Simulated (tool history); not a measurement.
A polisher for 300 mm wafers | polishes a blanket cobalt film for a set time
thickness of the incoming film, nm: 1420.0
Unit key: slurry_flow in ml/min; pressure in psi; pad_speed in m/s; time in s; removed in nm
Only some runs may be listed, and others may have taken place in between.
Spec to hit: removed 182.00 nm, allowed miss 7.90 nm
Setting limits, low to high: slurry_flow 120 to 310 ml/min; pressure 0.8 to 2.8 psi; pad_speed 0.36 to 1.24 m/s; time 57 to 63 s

Run 1, hour 0.0: slurry_flow 200 ml/min, pressure 1.8 psi, pad_speed 0.80 m/s, time 63 s. Result: removed 222.62 nm.
Run 2, hour 6.2: slurry_flow 250 ml/min, pressure 1.8 psi, pad_speed 0.80 m/s, time 63 s. Result: removed 226.24 nm.
Run 3, hour 8.6: slurry_flow 250 ml/min, pressure 1.8 psi, pad_speed 0.80 m/s, time 63 s. Result: removed 226.21 nm.
Run 4, hour 12.5: slurry_flow 250 ml/min, pressure 1.6 psi, pad_speed 0.80 m/s, time 63 s. Result: removed 200.34 nm.
Run 5, hour 16.1: slurry_flow 250 ml/min, pressure 1.2 psi, pad_speed 0.80 m/s, time 63 s. Result: removed 155.84 nm.
Run 6, hour 22.5: slurry_flow 250 ml/min, pressure 1.2 psi, pad_speed 0.72 m/s, time 63 s. Result: removed 136.50 nm.
Run 7, hour 29.0: slurry_flow 250 ml/min, pressure 1.3 psi, pad_speed 0.72 m/s, time 63 s. Result: removed 146.08 nm.
Run 8, hour 30.8: slurry_flow 250 ml/min, pressure 1.4 psi, pad_speed 0.72 m/s, time 63 s. Result: removed 158.71 nm.
Run 9, hour 35.9: slurry_flow 250 ml/min, pressure 1.5 psi, pad_speed 0.72 m/s, time 63 s. Result: removed 171.46 nm.

Below are 4 possible settings for the next run. Only one of them brings all results inside the allowed miss of their targets. Which is it?
Run A, hour 41.0: slurry_flow 300 ml/min, pressure 1.7 psi, pad_speed 0.62 m/s, time 57 s. Result: removed ?.
Run B, hour 41.0: slurry_flow 230 ml/min, pressure 1.8 psi, pad_speed 0.62 m/s, time 57 s. Result: removed ?.
Run C, hour 41.0: slurry_flow 255 ml/min, pressure 1.5 psi, pad_speed 0.66 m/s, time 61 s. Result: removed ?.
Run D, hour 41.0: slurry_flow 270 ml/min, pressure 1.2 psi, pad_speed 1.00 m/s, time 60 s. Result: removed ?.

move  removed
   A   155.89
   B   160.48
   C   154.60
   D   184.73
A: misses by more than the last run did
B: misses by more than the last run did
C: misses by more than the last run did
D: hits every target within its allowed miss
D meets every target.
